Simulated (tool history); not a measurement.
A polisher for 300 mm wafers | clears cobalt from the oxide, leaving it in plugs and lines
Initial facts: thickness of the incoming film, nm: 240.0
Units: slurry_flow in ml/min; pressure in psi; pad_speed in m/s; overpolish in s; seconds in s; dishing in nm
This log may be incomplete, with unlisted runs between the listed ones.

{"run": 1, "day": 0.0, "slurry_flow": 320, "pressure": 2.3, "pad_speed": 1.02, "overpolish": 18, "seconds": 43.922, "dishing": 14.043}
{"run": 2, "day": 0.192, "slurry_flow": 320, "pressure": 2.0, "pad_speed": 1.02, "overpolish": 18, "seconds": 49.907, "dishing": 13.575}
{"run": 3, "day": 0.325, "slurry_flow": 385, "pressure": 2.0, "pad_speed": 1.02, "overpolish": 18, "seconds": 49.716, "dishing": 13.622}
{"run": 4, "day": 0.662, "slurry_flow": 425, "pressure": 2.0, "pad_speed": 1.02, "overpolish": 18, "seconds": 49.498, "dishing": 13.758}
{"run": 5, "day": 0.921, "slurry_flow": 425, "pressure": 1.5, "pad_speed": 1.02, "overpolish": 18, "seconds": 67.181, "dishing": 13.724}
{"run": 6, "day": 1.25, "slurry_flow": 425, "pressure": 2.0, "pad_speed": 1.02, "overpolish": 18, "seconds": 51.646, "dishing": 13.681}
{"run": 7, "day": 1.367, "slurry_flow": 440, "pressure": 1.8, "pad_speed": 1.02, "overpolish": 17, "seconds": 56.278, "dishing": 14.0}
{"run": 8, "day": 1.467, "slurry_flow": 430, "pressure": 1.7, "pad_speed": 1.02, "overpolish": 19, "seconds": 57.666, "dishing": 13.325}
{"run": 9, "day": 1.725, "slurry_flow": 430, "pressure": 1.6, "pad_speed": 1.0, "overpolish": 19, "seconds": 63.288, "dishing": 13.708}
{"run": 10, "day": 1.938, "slurry_flow": 425, "pressure": 1.5, "pad_speed": 1.0, "overpolish": 22, "seconds": 67.054, "dishing": 14.002}

Expected results for the next run?
{"run": 11, "day": 2.217, "slurry_flow": 425, "pressure": 1.4, "pad_speed": 1.0, "overpolish": 19, "seconds": "?", "dishing": "?"}

seconds: 69.322 s
dishing: 13.854 nm

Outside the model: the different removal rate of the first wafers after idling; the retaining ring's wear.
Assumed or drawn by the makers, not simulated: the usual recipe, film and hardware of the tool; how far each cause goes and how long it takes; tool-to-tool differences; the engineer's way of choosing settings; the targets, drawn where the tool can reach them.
